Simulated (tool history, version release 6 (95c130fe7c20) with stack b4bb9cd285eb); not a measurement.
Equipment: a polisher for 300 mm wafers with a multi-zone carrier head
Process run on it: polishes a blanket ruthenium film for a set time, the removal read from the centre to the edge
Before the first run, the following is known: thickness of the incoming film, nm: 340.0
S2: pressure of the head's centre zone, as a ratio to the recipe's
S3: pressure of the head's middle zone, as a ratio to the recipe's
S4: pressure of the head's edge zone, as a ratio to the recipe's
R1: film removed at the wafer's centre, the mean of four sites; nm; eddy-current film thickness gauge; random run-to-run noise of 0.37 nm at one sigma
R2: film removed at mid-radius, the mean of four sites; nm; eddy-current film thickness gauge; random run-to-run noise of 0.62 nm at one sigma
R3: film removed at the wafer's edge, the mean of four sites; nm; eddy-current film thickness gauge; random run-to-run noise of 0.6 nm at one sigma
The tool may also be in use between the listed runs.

run 1 hour=0 | flow_of_slurry_(ml/min)=240 S2=1 S3=1 S4=1 polishing_time_(s)=47 | R1=38.942 R2=39.015 R3=39.097
run 2 hour=4.9 | flow_of_slurry_(ml/min)=240 S2=1 S3=1 S4=0.97 polishing_time_(s)=47 | R1=38.905 R2=38.731 R3=38.467
run 3 hour=12.8 | flow_of_slurry_(ml/min)=195 S2=1 S3=1 S4=0.97 polishing_time_(s)=47 | R1=37.78 R2=37.834 R3=37.715
run 4 hour=14.2 | flow_of_slurry_(ml/min)=215 S2=1.03 S3=0.99 S4=1.03 polishing_time_(s)=49 | R1=40.674 R2=39.999 R3=41.521
run 5 hour=20.7 | flow_of_slurry_(ml/min)=240 S2=1.06 S3=0.98 S4=1.06 polishing_time_(s)=50 | R1=42.369 R2=41.561 R3=43.558
run 6 hour=28.5 | flow_of_slurry_(ml/min)=240 S2=0.99 S3=0.98 S4=1.06 polishing_time_(s)=50 | R1=41.106 R2=41.463 R3=43.317
run 7 hour=35.3 | flow_of_slurry_(ml/min)=255 S2=1.04 S3=0.96 S4=1.07 polishing_time_(s)=51 | R1=43.088 R2=40.272 R3=44.381
run 8 hour=39.8 | flow_of_slurry_(ml/min)=265 S2=1.08 S3=0.97 S4=1.08 polishing_time_(s)=52 | R1=45.398 R2=41.872 R3=46.22

What does the tool deliver on the next run?
run 9 hour=47.8 | flow_of_slurry_(ml/min)=275 S2=1.1 S3=0.98 S4=1.08 polishing_time_(s)=52 | R1=? R2=? R3=?

Run 9 measured R1 46.216 nm, R2 43.663 nm, R3 45.593 nm.
